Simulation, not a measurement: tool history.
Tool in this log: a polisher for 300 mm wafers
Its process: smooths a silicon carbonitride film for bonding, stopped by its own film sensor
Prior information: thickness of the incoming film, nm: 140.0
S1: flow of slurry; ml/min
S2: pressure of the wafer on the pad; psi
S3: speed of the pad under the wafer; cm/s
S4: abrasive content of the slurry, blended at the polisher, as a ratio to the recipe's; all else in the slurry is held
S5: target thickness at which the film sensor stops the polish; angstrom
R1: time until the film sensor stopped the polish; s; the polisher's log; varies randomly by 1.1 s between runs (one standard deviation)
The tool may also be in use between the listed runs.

Run 1, day 0: S1 230 ml/min, S2 2.4 psi, S3 78 cm/s, S4 1, S5 1190 angstrom. Result: R1 121.6 s.
Run 2, day 0.35: S1 230 ml/min, S2 2.4 psi, S3 78 cm/s, S4 1.15, S5 1190 angstrom. Result: R1 114.03 s.
Run 3, day 0.392: S1 230 ml/min, S2 2.3 psi, S3 78 cm/s, S4 1.15, S5 1190 angstrom. Result: R1 118.89 s.
Run 4, day 0.475: S1 230 ml/min, S2 2.3 psi, S3 78 cm/s, S4 1.15, S5 1210 angstrom. Result: R1 108.74 s.
Run 5, day 0.7: S1 230 ml/min, S2 2.2 psi, S3 78 cm/s, S4 1.15, S5 1210 angstrom. Result: R1 112.56 s.
Run 6, day 0.946: S1 270 ml/min, S2 2.2 psi, S3 78 cm/s, S4 1.15, S5 1210 angstrom. Result: R1 112.09 s.
Run 7, day 1.221: S1 270 ml/min, S2 2.1 psi, S3 78 cm/s, S4 1.15, S5 1210 angstrom. Result: R1 116.24 s.
Run 8, day 1.346: S1 270 ml/min, S2 2 psi, S3 78 cm/s, S4 1.15, S5 1210 angstrom. Result: R1 122.22 s.

For run 9, what comes out?
Run 9, day 1.588: S1 270 ml/min, S2 2 psi, S3 78 cm/s, S4 1.15, S5 1210 angstrom. Result: R1 ?.

R1: 120.7 s
